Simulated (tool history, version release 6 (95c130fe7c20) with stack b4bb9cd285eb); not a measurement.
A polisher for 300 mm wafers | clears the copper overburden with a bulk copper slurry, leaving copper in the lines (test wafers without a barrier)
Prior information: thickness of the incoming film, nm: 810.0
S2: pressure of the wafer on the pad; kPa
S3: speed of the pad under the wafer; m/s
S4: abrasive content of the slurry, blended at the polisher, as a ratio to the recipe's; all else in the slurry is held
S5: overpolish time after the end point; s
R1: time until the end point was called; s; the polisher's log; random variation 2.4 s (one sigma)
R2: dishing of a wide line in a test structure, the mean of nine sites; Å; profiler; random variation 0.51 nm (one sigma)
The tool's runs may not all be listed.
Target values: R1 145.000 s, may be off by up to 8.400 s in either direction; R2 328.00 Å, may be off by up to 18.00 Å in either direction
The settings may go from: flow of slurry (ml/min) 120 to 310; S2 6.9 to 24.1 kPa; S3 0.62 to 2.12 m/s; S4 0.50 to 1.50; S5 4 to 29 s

{"run": 1, "day": 0.0, "flow of slurry (ml/min)": 200, "S2": 15.2, "S3": 1.36, "S4": 1.0, "S5": 15, "R1": 107.36, "R2": 506.97}
{"run": 2, "day": 0.121, "flow of slurry (ml/min)": 200, "S2": 13.8, "S3": 1.36, "S4": 1.0, "S5": 13, "R1": 112.7, "R2": 461.53}
{"run": 3, "day": 0.179, "flow of slurry (ml/min)": 200, "S2": 17.2, "S3": 1.36, "S4": 1.0, "S5": 13, "R1": 91.173, "R2": 526.16}
{"run": 4, "day": 0.217, "flow of slurry (ml/min)": 200, "S2": 15.9, "S3": 1.36, "S4": 1.0, "S5": 11, "R1": 97.864, "R2": 450.75}
{"run": 5, "day": 0.421, "flow of slurry (ml/min)": 200, "S2": 14.5, "S3": 1.36, "S4": 1.0, "S5": 11, "R1": 106.29, "R2": 427.58}
{"run": 6, "day": 0.629, "flow of slurry (ml/min)": 200, "S2": 14.5, "S3": 1.36, "S4": 1.0, "S5": 16, "R1": 109.84, "R2": 509.48}
{"run": 7, "day": 0.883, "flow of slurry (ml/min)": 200, "S2": 13.1, "S3": 1.36, "S4": 1.0, "S5": 14, "R1": 119.82, "R2": 453.56}
{"run": 8, "day": 1.162, "flow of slurry (ml/min)": 200, "S2": 12.4, "S3": 1.36, "S4": 1.0, "S5": 13, "R1": 125.81, "R2": 421.71}
{"run": 9, "day": 1.212, "flow of slurry (ml/min)": 200, "S2": 11.7, "S3": 1.36, "S4": 1.0, "S5": 12, "R1": 133.49, "R2": 390.77}
{"run": 10, "day": 1.446, "flow of slurry (ml/min)": 200, "S2": 11.7, "S3": 1.36, "S4": 1.0, "S5": 11, "R1": 133.53, "R2": 374.87}

Of the 5 settings listed for the next run, only one would bring every result within its allowed miss of target. Which one?
{"run": "A", "day": 1.679, "flow of slurry (ml/min)": 235, "S2": 9.0, "S3": 1.76, "S4": 0.75, "S5": 10, "R1": "?", "R2": "?"}
{"run": "B", "day": 1.679, "flow of slurry (ml/min)": 200, "S2": 9.7, "S3": 1.4, "S4": 0.8, "S5": 15, "R1": "?", "R2": "?"}
{"run": "C", "day": 1.679, "flow of slurry (ml/min)": 220, "S2": 13.1, "S3": 1.2, "S4": 0.7, "S5": 15, "R1": "?", "R2": "?"}
{"run": "D", "day": 1.679, "flow of slurry (ml/min)": 170, "S2": 6.9, "S3": 1.62, "S4": 1.3, "S5": 16, "R1": "?", "R2": "?"}
{"run": "E", "day": 1.679, "flow of slurry (ml/min)": 160, "S2": 9.7, "S3": 1.64, "S4": 0.9, "S5": 15, "R1": "?", "R2": "?"}

move=A R1=145.120 R2=331.43
move=B R1=168.740 R2=386.50
move=C R1=151.410 R2=425.91
move=D R1=176.700 R2=370.29
move=E R1=144.210 R2=417.76
A: all results land within tolerance of their targets
B: its largest miss is bigger than the last run's
C: its largest miss is bigger than the last run's
D: its largest miss is bigger than the last run's
E: its largest miss is bigger than the last run's
Answer: A
